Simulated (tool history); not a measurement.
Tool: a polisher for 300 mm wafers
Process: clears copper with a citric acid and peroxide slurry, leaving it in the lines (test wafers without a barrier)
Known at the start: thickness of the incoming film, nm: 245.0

run,hour,flow of slurry (ml/min),pressure of the wafer on the pad (psi),speed of the pad under the wafer (m/s),abrasive content of the slurry,overpolish time after the end point (s),time until the end point was called (s),dishing of a wide line in a test structure (nm)
1,0.0,160,2.5,1.00,1.0,10,129.79,12.936
2,2.0,160,2.5,1.00,1.1,10,128.64,13.123
3,8.3,160,2.9,1.00,1.1,10,111.03,14.547
4,15.2,160,2.9,1.00,1.3,10,107.11,15.441
5,20.1,160,2.8,1.00,1.3,11,113.30,16.745
6,22.9,160,2.8,1.00,1.3,12,112.91,17.891
7,26.2,160,2.8,1.00,1.3,13,112.64,20.073
8,32.2,160,2.7,1.00,1.3,14,114.20,20.607

The next listed run, before its measurement:
9,32.8,160,2.7,1.00,1.3,14,?,?

time until the end point was called (s): 115.67
dishing of a wide line in a test structure (nm): 19.682

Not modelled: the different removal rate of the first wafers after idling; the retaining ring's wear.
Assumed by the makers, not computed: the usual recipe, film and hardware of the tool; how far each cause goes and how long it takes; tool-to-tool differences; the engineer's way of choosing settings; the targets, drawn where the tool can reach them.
